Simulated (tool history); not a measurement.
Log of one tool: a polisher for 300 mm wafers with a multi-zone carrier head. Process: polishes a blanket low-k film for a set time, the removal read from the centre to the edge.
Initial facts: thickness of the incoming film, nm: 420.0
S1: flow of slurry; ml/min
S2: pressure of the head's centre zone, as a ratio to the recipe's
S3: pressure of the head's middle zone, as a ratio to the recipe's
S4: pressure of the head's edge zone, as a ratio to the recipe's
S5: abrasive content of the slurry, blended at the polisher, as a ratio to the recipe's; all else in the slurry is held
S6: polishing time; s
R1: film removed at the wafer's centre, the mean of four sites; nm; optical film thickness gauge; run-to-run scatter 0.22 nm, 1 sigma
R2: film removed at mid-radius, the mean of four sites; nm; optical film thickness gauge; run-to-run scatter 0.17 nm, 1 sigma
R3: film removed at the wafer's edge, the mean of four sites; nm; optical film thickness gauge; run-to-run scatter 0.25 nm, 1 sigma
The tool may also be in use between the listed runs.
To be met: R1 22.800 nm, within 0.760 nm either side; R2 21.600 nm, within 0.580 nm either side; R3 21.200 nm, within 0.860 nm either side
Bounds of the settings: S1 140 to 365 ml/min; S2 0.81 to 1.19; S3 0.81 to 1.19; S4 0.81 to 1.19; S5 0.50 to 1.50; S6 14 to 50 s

| run | day | S1 | S2 | S3 | S4 | S5 | S6 | R1 | R2 | R3 |
|---|---|---|---|---|---|---|---|---|---|---|
| 1 | 0.000 | 235 | 1.00 | 1.00 | 1.00 | 1.00 | 32 | 14.379 | 14.553 | 13.731 |
| 2 | 0.029 | 240 | 1.02 | 1.01 | 1.03 | 1.10 | 33 | 15.964 | 16.062 | 15.352 |
| 3 | 0.088 | 240 | 0.94 | 1.01 | 1.03 | 1.10 | 33 | 14.722 | 15.895 | 15.203 |
| 4 | 0.188 | 250 | 0.98 | 1.02 | 1.06 | 1.20 | 33 | 16.113 | 16.812 | 16.311 |
| 5 | 0.492 | 250 | 0.98 | 1.06 | 1.06 | 1.20 | 33 | 16.045 | 17.236 | 16.259 |
| 6 | 0.671 | 250 | 0.98 | 1.14 | 1.06 | 1.20 | 33 | 15.733 | 18.486 | 15.878 |
| 7 | 0.867 | 260 | 1.01 | 1.13 | 1.08 | 1.25 | 33 | 16.853 | 18.938 | 16.515 |
| 8 | 0.954 | 265 | 1.03 | 1.12 | 1.10 | 1.30 | 33 | 17.339 | 18.765 | 17.108 |
| 9 | 0.996 | 270 | 1.05 | 1.12 | 1.11 | 1.35 | 34 | 18.545 | 19.656 | 18.047 |

Exactly one of the 4 candidate moves below puts every result within its allowed miss. Which one?
| A | 1.038 | 265 | 1.00 | 0.91 | 1.18 | 1.50 | 42 | ? | ? | ? |
| B | 1.038 | 260 | 1.10 | 1.02 | 1.08 | 1.50 | 39 | ? | ? | ? |
| C | 1.038 | 300 | 1.01 | 1.15 | 1.17 | 1.40 | 38 | ? | ? | ? |
| D | 1.038 | 295 | 0.85 | 1.19 | 1.09 | 0.80 | 44 | ? | ? | ? |

| move | R1 | R2 | R3 |
|---|---|---|---|
| A | 22.219 | 21.398 | 24.122 |
| B | 22.427 | 21.699 | 21.359 |
| C | 20.070 | 23.053 | 21.307 |
| D | 15.119 | 20.807 | 18.026 |
A: the worst result of the last run now meets its target, but another is out of spec
B: every result lands within tolerance
C: nearer than the last run, and not there yet
D: misses by more than the last run did
B meets every target.
